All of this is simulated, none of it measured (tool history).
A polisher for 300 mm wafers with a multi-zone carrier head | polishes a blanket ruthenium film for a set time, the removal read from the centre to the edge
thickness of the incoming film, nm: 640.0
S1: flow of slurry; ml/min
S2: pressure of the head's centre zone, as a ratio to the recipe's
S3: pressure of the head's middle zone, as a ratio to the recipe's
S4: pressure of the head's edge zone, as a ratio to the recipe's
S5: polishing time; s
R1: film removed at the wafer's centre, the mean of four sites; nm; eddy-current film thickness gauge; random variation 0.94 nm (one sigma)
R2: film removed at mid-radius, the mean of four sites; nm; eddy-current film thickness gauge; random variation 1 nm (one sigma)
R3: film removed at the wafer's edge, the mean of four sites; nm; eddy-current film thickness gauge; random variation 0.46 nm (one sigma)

run  hour   S1    S2    S3    S4  S5       R1       R2       R3
  1   0.0  170  1.00  1.00  1.00  60   96.629   96.605  103.210
  2   1.7  165  1.00  1.01  0.96  55   89.858   91.029   93.417
  3  10.0  165  1.00  1.01  0.89  55   89.652   92.888   88.742
  4  14.5  165  1.00  1.01  0.89  66  105.730  109.610  107.430
  5  15.2  160  0.99  1.00  0.88  59   93.712   95.565   96.207
  6  23.5  160  0.99  1.00  0.88  49   77.135   80.857   79.840
  7  26.4  155  0.99  1.00  0.86  47   74.102   76.871   74.796
  8  33.4  145  0.99  1.00  0.85  46   73.036   73.650   71.786
  9  38.3  135  0.98  1.01  0.84  46   72.916   73.287   71.608
 10  41.1  135  0.97  1.02  0.83  45   71.212   70.650   69.134

Forecast run 11:
 11  42.1  115  0.91  1.07  0.81  45   ?   ?   ?

{"run 11": {"R1": 62.261, "R2": 72.332, "R3": 68.678}}

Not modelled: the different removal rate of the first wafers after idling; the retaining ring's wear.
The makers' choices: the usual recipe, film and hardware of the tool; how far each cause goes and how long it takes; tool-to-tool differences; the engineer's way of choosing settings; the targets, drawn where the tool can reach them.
